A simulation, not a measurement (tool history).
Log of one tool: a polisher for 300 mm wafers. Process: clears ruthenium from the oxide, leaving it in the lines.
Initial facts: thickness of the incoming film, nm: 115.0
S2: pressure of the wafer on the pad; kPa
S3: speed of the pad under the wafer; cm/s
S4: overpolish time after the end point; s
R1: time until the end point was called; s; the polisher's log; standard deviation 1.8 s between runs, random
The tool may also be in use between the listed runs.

Run 1, hour 0: flow of slurry (ml/min) 185, S2 13.8 kPa, S3 102 cm/s, S4 17 s. Result: R1 86.147 s.
Run 2, hour 8.2: flow of slurry (ml/min) 180, S2 11.7 kPa, S3 98 cm/s, S4 17 s. Result: R1 104.41 s.
Run 3, hour 17: flow of slurry (ml/min) 180, S2 11.7 kPa, S3 118 cm/s, S4 17 s. Result: R1 89.092 s.
Run 4, hour 21.5: flow of slurry (ml/min) 180, S2 11.7 kPa, S3 118 cm/s, S4 19 s. Result: R1 88.066 s.
Run 5, hour 28.5: flow of slurry (ml/min) 175, S2 10.3 kPa, S3 110 cm/s, S4 19 s. Result: R1 107.06 s.
Run 6, hour 36.7: flow of slurry (ml/min) 170, S2 9 kPa, S3 106 cm/s, S4 19 s. Result: R1 127.14 s.
Run 7, hour 39.6: flow of slurry (ml/min) 165, S2 8.3 kPa, S3 106 cm/s, S4 19 s. Result: R1 138.95 s.

Run 8 comes next. What will it give?
Run 8, hour 44.4: flow of slurry (ml/min) 155, S2 7.6 kPa, S3 106 cm/s, S4 19 s. Result: R1 ?.

R1: 148.88 s

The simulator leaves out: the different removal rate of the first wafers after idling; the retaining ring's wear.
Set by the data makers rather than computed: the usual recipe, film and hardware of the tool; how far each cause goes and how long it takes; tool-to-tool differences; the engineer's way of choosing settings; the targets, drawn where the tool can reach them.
